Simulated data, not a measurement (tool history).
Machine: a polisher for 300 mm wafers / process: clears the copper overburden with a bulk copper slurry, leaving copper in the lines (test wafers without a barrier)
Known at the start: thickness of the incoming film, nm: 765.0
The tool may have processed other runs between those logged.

run  hour  flow of slurry (ml/min)  pressure of the wafer on the pad (kPa)  speed of the pad under the wafer (m/s)  abrasive content of the slurry  overpolish time after the end point (s)  time until the end point was called (s)  dishing of a wide line in a test structure (nm)
  1     0                      210                                    16.5                                    0.84                               1                                       22                                   125.82                                           79.564
  2     6                      210                                    15.2                                    0.88                               1                                       20                                   136.64                                           69.962
  3   7.2                      210                                    15.2                                    0.88                               1                                       26                                   137.64                                            85.98
  4  15.5                      210                                    15.2                                    0.88                               1                                       29                                    133.8                                           88.137
  5  16.7                      210                                    15.2                                    0.88                               1                                       26                                   137.64                                           88.954
  6  18.6                      210                                    12.4                                    0.88                               1                                       26                                   165.68                                           70.915
  7  20.4                      225                                    11.7                                    0.92                             1.1                                       23                                   161.06                                           67.037
  8  24.1                      165                                    10.3                                    1.16                            0.85                                       13                                   159.84                                           43.404
  9    31                      160                                    10.3                                    1.18                             0.8                                       12                                   159.12                                           42.049
 10  31.7                      155                                    10.3                                     1.2                            0.75                                       11                                   157.65                                           39.314

Forecast run 11:
 11  37.8                      125                                      11                                    1.32                             0.5                                        7                                        ?                                                ?

{"run 11": {"time until the end point was called (s)": 151.48, "dishing of a wide line in a test structure (nm)": 26.783}}
